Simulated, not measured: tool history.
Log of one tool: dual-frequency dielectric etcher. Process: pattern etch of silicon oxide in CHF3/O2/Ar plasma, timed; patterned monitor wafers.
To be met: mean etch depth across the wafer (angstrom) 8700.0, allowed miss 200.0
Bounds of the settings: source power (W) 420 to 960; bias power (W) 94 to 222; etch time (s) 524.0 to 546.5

run,day,source power (W),bias power (W),etch time (s),mean etch depth across the wafer (angstrom)
1,0.000,690,158,524.0,10378.0
2,0.221,690,158,546.5,10795.0
3,0.475,600,158,546.5,10160.0
4,0.758,600,169,546.5,10365.0
5,0.942,550,162,543.5,9814.2
6,1.217,670,162,543.5,10716.0
7,1.467,610,156,542.0,10093.0
8,1.804,560,152,541.0,9660.0
9,1.971,560,152,541.0,9646.5
10,2.162,560,152,541.0,9592.2
11,2.217,560,152,541.0,9677.6
12,2.450,520,149,540.0,9262.8
13,2.521,430,145,539.5,8363.7
14,2.838,440,145,539.5,8456.8

Which of these 5 next moves meets every target?
A,3.154,440,130,541.5,?
B,3.154,520,124,531.0,?
C,3.154,430,146,534.5,?
D,3.154,420,150,531.5,?
E,3.154,420,144,546.5,?

move,mean etch depth across the wafer (angstrom)
A,8272.8
B,8671.0
C,8352.8
D,8277.7
E,8408.5
A: further off than the last run
B: meets every target
C: further off than the last run
D: further off than the last run
E: further off than the last run
Move B is the one to make.
